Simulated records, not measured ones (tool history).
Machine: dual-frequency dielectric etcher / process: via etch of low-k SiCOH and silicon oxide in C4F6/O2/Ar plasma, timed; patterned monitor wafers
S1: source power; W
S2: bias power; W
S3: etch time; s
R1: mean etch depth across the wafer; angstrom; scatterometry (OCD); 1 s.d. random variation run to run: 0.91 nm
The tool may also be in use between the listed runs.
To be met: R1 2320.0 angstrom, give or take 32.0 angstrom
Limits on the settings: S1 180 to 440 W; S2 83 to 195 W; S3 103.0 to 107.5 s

run 1 hour=0.0 | S1=310 S2=139 S3=103.0 | R1=2055.6
run 2 hour=6.5 | S1=340 S2=140 S3=103.0 | R1=2162.5
run 3 hour=12.1 | S1=290 S2=140 S3=103.0 | R1=1992.5
run 4 hour=17.1 | S1=260 S2=140 S3=103.0 | R1=1905.9
run 5 hour=23.4 | S1=300 S2=142 S3=103.0 | R1=2032.2
run 6 hour=27.5 | S1=300 S2=125 S3=103.0 | R1=1941.3
run 7 hour=36.3 | S1=360 S2=131 S3=103.0 | R1=2163.6
-- hour=38.0 source power generator calibrated
run 8 hour=38.0 | S1=370 S2=131 S3=103.0 | R1=2220.4
run 9 hour=43.7 | S1=380 S2=131 S3=103.0 | R1=2232.9
run 10 hour=52.6 | S1=390 S2=131 S3=103.0 | R1=2261.4

Pick the move, out of 4, that brings all results within their allowed miss; only one does.
run A hour=61.5 | S1=390 S2=130 S3=103.0 | R1=?
run B hour=61.5 | S1=390 S2=122 S3=104.5 | R1=?
run C hour=61.5 | S1=340 S2=144 S3=104.5 | R1=?
run D hour=61.5 | S1=370 S2=153 S3=103.0 | R1=?

move=A R1=2281.8
move=B R1=2269.8
move=C R1=2251.3
move=D R1=2348.5
A: nearer the targets than the last run, but a result is still out of spec
B: nearer the targets than the last run, but a result is still out of spec
C: lands further from the targets than the last run did
D: hits every target within its allowed miss
Answer: D

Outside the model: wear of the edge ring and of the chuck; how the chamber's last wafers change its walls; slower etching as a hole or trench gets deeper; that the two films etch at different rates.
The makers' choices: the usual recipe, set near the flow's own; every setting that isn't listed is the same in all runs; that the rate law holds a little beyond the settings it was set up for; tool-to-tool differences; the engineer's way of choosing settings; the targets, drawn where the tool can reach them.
